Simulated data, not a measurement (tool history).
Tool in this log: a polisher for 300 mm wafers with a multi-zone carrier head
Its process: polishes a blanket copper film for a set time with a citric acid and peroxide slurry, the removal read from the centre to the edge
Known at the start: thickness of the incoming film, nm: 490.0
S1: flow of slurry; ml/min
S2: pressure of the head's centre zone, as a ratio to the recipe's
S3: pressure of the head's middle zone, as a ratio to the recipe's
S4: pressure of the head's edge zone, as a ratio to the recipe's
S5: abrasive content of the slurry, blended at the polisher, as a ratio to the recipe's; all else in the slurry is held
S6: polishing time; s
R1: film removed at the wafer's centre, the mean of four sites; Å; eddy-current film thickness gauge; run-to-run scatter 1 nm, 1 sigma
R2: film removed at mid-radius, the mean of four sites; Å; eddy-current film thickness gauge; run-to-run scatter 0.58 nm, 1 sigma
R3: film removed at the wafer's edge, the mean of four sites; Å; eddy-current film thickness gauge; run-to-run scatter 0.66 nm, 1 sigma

run    day   S1    S2    S3    S4    S5  S6      R1      R2      R3
  1      0  165     1     1     1     1  64  1233.8  1189.8  1184.2
  2  0.371  160  0.99     1  0.98  0.95  61  1112.1  1133.2    1102
  3  0.438  160  0.99     1   0.9  0.95  61  1137.8    1130  1048.4
  4  0.604  160  0.99     1  0.95  0.95  61  1152.2  1109.2  1058.6
  5  0.792  160  0.99     1  0.95  0.95  71  1335.4  1314.4  1258.4
  6  0.975  160  0.99  1.03  0.95  0.95  71  1322.1  1318.8    1242
     1.275  -- worn pad replaced by a new one
  7  1.275  155  0.98  1.01  0.94   0.9  67  1348.1  1345.4  1275.6
  8  1.396  155  0.98  1.01  0.94   0.9  67  1316.5  1341.9    1265

The next listed run, before its measurement:
  9  1.742  150  0.97   1  0.93   1  64   ?   ?   ?

Run 9 measured R1 1280.6 Å, R2 1298.3 Å, R3 1236.4 Å.
